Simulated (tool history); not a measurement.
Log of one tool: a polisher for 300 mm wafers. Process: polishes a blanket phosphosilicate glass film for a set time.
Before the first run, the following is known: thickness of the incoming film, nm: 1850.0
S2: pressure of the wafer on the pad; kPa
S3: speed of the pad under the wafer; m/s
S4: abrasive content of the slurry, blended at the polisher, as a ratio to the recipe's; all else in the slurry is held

Run 1, hour 0.0: flow of slurry (ml/min) 280, S2 25.5 kPa, S3 1.04 m/s, S4 1.0, polishing time (s) 37. Result: film removed (nm) 410.88.
Run 2, hour 8.8: flow of slurry (ml/min) 340, S2 25.5 kPa, S3 1.04 m/s, S4 1.0, polishing time (s) 37. Result: film removed (nm) 430.75.
Run 3, hour 10.4: flow of slurry (ml/min) 340, S2 22.8 kPa, S3 1.04 m/s, S4 1.0, polishing time (s) 37. Result: film removed (nm) 384.90.
Run 4, hour 18.6: flow of slurry (ml/min) 345, S2 24.8 kPa, S3 1.04 m/s, S4 1.0, polishing time (s) 37. Result: film removed (nm) 413.51.
Run 5, hour 25.4: flow of slurry (ml/min) 345, S2 26.2 kPa, S3 1.04 m/s, S4 1.0, polishing time (s) 37. Result: film removed (nm) 431.47.
Run 6, hour 27.0: flow of slurry (ml/min) 345, S2 23.4 kPa, S3 1.04 m/s, S4 1.0, polishing time (s) 37. Result: film removed (nm) 392.54.

Expected results for the next run?
Run 7, hour 29.7: flow of slurry (ml/min) 345, S2 23.4 kPa, S3 1.04 m/s, S4 1.0, polishing time (s) 37. Result: film removed (nm) ?.

{"run 7": {"film removed (nm)": 394.14}}
